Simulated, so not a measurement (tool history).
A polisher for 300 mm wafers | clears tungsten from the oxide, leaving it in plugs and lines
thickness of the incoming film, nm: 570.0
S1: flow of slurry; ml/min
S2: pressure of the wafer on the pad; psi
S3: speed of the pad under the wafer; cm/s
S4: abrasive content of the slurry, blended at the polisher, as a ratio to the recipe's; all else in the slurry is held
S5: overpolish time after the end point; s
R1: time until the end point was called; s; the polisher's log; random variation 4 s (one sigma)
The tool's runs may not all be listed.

{"run": 1, "hour": 0.0, "S1": 165, "S2": 3.3, "S3": 136, "S4": 1, "S5": 9, "R1": 110.31}
{"run": 2, "hour": 2.4, "S1": 165, "S2": 3.3, "S3": 136, "S4": 1, "S5": 9, "R1": 109.38}
{"run": 3, "hour": 5.3, "S1": 165, "S2": 2.7, "S3": 136, "S4": 1, "S5": 9, "R1": 138.5}
{"run": 4, "hour": 9.0, "S1": 165, "S2": 2.7, "S3": 136, "S4": 0.8, "S5": 9, "R1": 145.84}
{"run": 5, "hour": 10.2, "S1": 165, "S2": 2.7, "S3": 112, "S4": 0.8, "S5": 9, "R1": 167.04}
{"run": 6, "hour": 17.9, "S1": 165, "S2": 2.6, "S3": 112, "S4": 0.8, "S5": 9, "R1": 181.97}
{"run": 7, "hour": 22.7, "S1": 165, "S2": 2.5, "S3": 112, "S4": 0.8, "S5": 9, "R1": 184.73}

Forecast run 8:
{"run": 8, "hour": 27.0, "S1": 165, "S2": 2.4, "S3": 112, "S4": 0.8, "S5": 9, "R1": "?"}

Run 8 gave R1 194.1 s.
